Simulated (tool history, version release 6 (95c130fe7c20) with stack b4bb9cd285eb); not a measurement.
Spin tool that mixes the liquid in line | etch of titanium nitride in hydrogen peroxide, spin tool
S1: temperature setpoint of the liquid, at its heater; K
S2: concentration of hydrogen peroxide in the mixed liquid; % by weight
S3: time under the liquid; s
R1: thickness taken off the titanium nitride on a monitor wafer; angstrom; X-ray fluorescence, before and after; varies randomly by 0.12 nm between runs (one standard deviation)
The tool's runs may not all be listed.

run	hour	S1	S2	S3	R1
1	0	322.15	17.5	295	94.592
2	6.2	322.15	17.5	315	100.36
3	6.9	322.15	20.5	315	103.65
4	13	323.15	20.5	315	114.22
5	14.6	323.15	23	315	113.6
6	17.2	323.15	25.5	315	117.55

Forecast run 7:
7	22.1	323.65	25.5	315	?

Run 7 came out at R1 121.29 angstrom.

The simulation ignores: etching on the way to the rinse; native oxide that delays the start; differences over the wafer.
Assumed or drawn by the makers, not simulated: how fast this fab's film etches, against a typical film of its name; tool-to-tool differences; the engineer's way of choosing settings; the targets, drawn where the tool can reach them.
